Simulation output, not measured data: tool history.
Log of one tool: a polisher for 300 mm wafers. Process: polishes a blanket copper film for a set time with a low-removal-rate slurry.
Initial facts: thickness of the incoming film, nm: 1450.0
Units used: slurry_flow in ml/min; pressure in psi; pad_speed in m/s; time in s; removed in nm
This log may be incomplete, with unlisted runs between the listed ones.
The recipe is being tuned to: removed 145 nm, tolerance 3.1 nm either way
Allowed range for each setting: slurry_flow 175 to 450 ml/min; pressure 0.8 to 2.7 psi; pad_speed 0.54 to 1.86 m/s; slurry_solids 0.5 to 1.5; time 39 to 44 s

| run | hour | slurry_flow | pressure | pad_speed | slurry_solids | time | removed |
|---|---|---|---|---|---|---|---|
| 1 | 0 | 290 | 1.7 | 1.18 | 1 | 44 | 92.937 |
| 2 | 1.8 | 290 | 1.7 | 1.18 | 1.15 | 44 | 95.152 |
| 3 | 6 | 290 | 1.9 | 1.18 | 1.15 | 44 | 105.81 |
| 4 | 9.3 | 295 | 2 | 1.18 | 1.15 | 44 | 111.56 |
| 5 | 12.8 | 295 | 2 | 1.18 | 1.15 | 44 | 111.79 |
| 6 | 18.9 | 295 | 2 | 0.96 | 1.15 | 44 | 90.255 |
| 7 | 20.5 | 300 | 2.1 | 0.98 | 1.15 | 44 | 98.727 |
|  | 28.8 | head pressure recalibrated |
| 8 | 28.8 | 305 | 2.2 | 0.98 | 1.15 | 44 | 94.027 |
| 9 | 33.5 | 290 | 2.3 | 1.02 | 1.15 | 44 | 102.95 |
| 10 | 36 | 310 | 2.4 | 1.06 | 1.15 | 44 | 111.58 |
| 11 | 39.9 | 310 | 2.5 | 1.1 | 1.15 | 44 | 120.83 |
| 12 | 45.2 | 310 | 2.5 | 1.12 | 1.15 | 44 | 122.45 |

Which of these 4 next moves meets every target?
| A | 50.5 | 380 | 2.5 | 1.34 | 1 | 44 | ? |
| B | 50.5 | 310 | 2.6 | 1.28 | 1.25 | 41 | ? |
| C | 50.5 | 305 | 2.6 | 1.22 | 1.2 | 43 | ? |
| D | 50.5 | 315 | 2.7 | 1.2 | 1.2 | 43 | ? |

| move | removed |
|---|---|
| A | 143.93 |
| B | 137.94 |
| C | 136.68 |
| D | 139.91 |
A: hits every target within its allowed miss
B: an improvement on the last run, though not all results are within tolerance
C: an improvement on the last run, though not all results are within tolerance
D: an improvement on the last run, though not all results are within tolerance
Move A is the one to make.
